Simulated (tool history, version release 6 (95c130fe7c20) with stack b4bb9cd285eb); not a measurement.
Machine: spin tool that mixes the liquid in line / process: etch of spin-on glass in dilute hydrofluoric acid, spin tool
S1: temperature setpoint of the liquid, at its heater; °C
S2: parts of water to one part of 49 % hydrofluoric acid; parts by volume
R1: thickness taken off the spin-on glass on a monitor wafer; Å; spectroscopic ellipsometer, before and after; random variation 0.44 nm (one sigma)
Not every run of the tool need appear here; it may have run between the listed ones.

Run 1, hour 0.0: S1 20.0 °C, S2 295 parts by volume, time under the liquid (s) 270. Result: R1 195.08 Å.
Run 2, hour 8.1: S1 21.0 °C, S2 275 parts by volume, time under the liquid (s) 270. Result: R1 221.90 Å.
Run 3, hour 11.1: S1 21.5 °C, S2 260 parts by volume, time under the liquid (s) 270. Result: R1 239.14 Å.
Run 4, hour 15.6: S1 22.0 °C, S2 245 parts by volume, time under the liquid (s) 270. Result: R1 266.81 Å.
Run 5, hour 23.3: S1 22.0 °C, S2 280 parts by volume, time under the liquid (s) 270. Result: R1 223.63 Å.
Run 6, hour 30.7: S1 22.5 °C, S2 265 parts by volume, time under the liquid (s) 270. Result: R1 245.86 Å.
Run 7, hour 32.2: S1 23.0 °C, S2 250 parts by volume, time under the liquid (s) 270. Result: R1 266.17 Å.
Run 8, hour 33.0: S1 23.0 °C, S2 250 parts by volume, time under the liquid (s) 270. Result: R1 264.01 Å.
Run 9, hour 33.9: S1 23.5 °C, S2 235 parts by volume, time under the liquid (s) 270. Result: R1 295.99 Å.
Run 10, hour 40.3: S1 24.0 °C, S2 225 parts by volume, time under the liquid (s) 270. Result: R1 312.66 Å.
Run 11, hour 46.7: S1 24.5 °C, S2 215 parts by volume, time under the liquid (s) 270. Result: R1 339.34 Å.
Run 12, hour 54.1: S1 25.0 °C, S2 210 parts by volume, time under the liquid (s) 270. Result: R1 358.40 Å.
Run 13, hour 61.6: S1 25.5 °C, S2 205 parts by volume, time under the liquid (s) 270. Result: R1 378.18 Å.
Run 14, hour 69.8: S1 26.0 °C, S2 200 parts by volume, time under the liquid (s) 270. Result: R1 394.28 Å.

The next listed run, before its measurement:
Run 15, hour 78.0: S1 26.0 °C, S2 195 parts by volume, time under the liquid (s) 270. Result: R1 ?.

{"run 15": {"R1": 399.93}}
